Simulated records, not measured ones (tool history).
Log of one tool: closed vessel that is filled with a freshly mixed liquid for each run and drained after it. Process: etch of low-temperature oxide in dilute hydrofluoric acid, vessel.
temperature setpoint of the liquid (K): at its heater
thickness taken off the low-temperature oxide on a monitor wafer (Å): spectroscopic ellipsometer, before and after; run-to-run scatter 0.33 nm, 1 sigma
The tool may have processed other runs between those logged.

| run | hour | temperature setpoint of the liquid (K) | parts of water to one part of 49 % hydrofluoric acid (parts by volume) | time in the liquid (s) | thickness taken off the low-temperature oxide on a monitor wafer (Å) |
|---|---|---|---|---|---|
| 1 | 0 | 298.15 | 80 | 200 | 294.2 |
| 2 | 0.7 | 299.65 | 75 | 200 | 335.28 |
| 3 | 5.7 | 299.65 | 75 | 200 | 339.25 |
| 4 | 7.2 | 302.15 | 75 | 200 | 372.8 |
| 5 | 12.3 | 302.15 | 85 | 200 | 322.49 |
| 6 | 16.1 | 299.65 | 85 | 200 | 292.11 |
| 7 | 21.2 | 301.15 | 80 | 200 | 330.16 |
| 8 | 24.3 | 302.15 | 75 | 200 | 372.79 |

Run 9 is up next; what results do you expect?
| 9 | 27.6 | 306.15 | 60 | 200 | ? |

{"run 9": {"thickness taken off the low-temperature oxide on a monitor wafer (Å)": 555.24}}
